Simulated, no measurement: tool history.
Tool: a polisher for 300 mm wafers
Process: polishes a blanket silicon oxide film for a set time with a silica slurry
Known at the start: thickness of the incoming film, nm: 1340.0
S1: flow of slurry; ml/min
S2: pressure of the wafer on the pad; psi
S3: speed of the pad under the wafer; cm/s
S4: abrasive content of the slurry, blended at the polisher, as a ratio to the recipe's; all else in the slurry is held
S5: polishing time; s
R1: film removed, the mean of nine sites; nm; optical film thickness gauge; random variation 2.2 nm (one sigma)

run	day	S1	S2	S3	S4	S5	R1
1	0.000	145	4.9	134	1.00	89	361.70
2	0.292	145	4.9	134	0.80	89	317.06
3	0.396	140	4.6	134	0.80	89	300.72
4	0.446	140	4.6	134	0.80	94	312.80
5	0.712	140	4.6	134	0.65	94	281.40
6	1.062	135	4.5	134	0.65	94	274.01

The next listed run, before its measurement:
7	1.146	130	4.4	134	0.65	94	?

Run 7 gave R1 267.24 nm.
